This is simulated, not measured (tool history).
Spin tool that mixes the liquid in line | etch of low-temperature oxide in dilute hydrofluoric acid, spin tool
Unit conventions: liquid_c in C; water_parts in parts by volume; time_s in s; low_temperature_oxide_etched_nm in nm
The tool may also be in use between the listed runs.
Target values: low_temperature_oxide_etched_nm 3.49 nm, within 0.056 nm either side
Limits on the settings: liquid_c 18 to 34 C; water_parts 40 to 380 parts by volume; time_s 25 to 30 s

run	hour	liquid_c	water_parts	time_s	low_temperature_oxide_etched_nm
1	0	26	210	30	5.3078
2	3.5	26	210	30	5.2965
3	6.3	26	155	30	7.677
4	9	23.5	180	30	5.8289
5	11.3	27	180	30	6.6594
6	14.4	29.5	180	30	7.2483
7	16.9	25.5	200	30	5.5018
8	24.2	23	210	30	4.7531
9	30.6	21.5	215	30	4.4276
10	35.1	20.5	220	30	4.1376
# hour 40.4: thermometer replaced
11	40.4	19.5	225	30	3.5563

Consider the 5 candidate settings below. Which is the only one whose results all fall within their allowed miss of target?
A	45.7	20.5	195	25	?
B	45.7	21.5	205	25	?
C	45.7	22	220	25	?
D	45.7	19	200	25	?
E	45.7	18.5	220	30	?

move	low_temperature_oxide_etched_nm
A	3.6649
B	3.5857
C	3.3535
D	3.3549
E	3.5223
A: its largest miss is bigger than the last run's
B: its largest miss is bigger than the last run's
C: the result that was furthest off in the last run now lies on the other side of its target
D: the result that was furthest off in the last run now lies on the other side of its target
E: every result lands within tolerance
So the answer is move E, the one that meets all the targets.
